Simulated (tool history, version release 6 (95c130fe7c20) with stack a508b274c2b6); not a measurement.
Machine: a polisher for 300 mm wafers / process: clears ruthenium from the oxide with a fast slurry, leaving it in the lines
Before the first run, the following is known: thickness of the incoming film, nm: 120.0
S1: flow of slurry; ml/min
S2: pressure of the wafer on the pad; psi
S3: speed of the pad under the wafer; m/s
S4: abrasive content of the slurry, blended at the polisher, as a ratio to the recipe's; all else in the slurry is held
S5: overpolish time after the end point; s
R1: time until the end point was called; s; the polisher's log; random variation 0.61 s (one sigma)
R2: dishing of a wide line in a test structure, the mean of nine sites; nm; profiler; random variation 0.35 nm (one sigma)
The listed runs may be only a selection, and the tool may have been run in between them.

run	hour	S1	S2	S3	S4	S5	R1	R2
1	0	295	2.4	0.86	1	18	42.195	40.262
2	8	295	2.4	0.86	1	12	41.919	28.864
3	11.2	295	2.4	0.86	1	19	41.934	43.089
4	14.1	295	2.4	1.02	1	19	35.564	48.964
5	21.5	295	2.2	1.02	1	18	37.868	45.741
6	27.6	295	2.1	1	1	17	38.053	42.213
7	33.5	295	2	0.98	1	16	41.259	37
8	40.6	295	1.9	0.98	1	15	42.542	34.409

Run 9 is up next; what results do you expect?
9	46.7	295	1.8	0.98	1	15	?	?

R1: 42.947 s
R2: 33.575 nm

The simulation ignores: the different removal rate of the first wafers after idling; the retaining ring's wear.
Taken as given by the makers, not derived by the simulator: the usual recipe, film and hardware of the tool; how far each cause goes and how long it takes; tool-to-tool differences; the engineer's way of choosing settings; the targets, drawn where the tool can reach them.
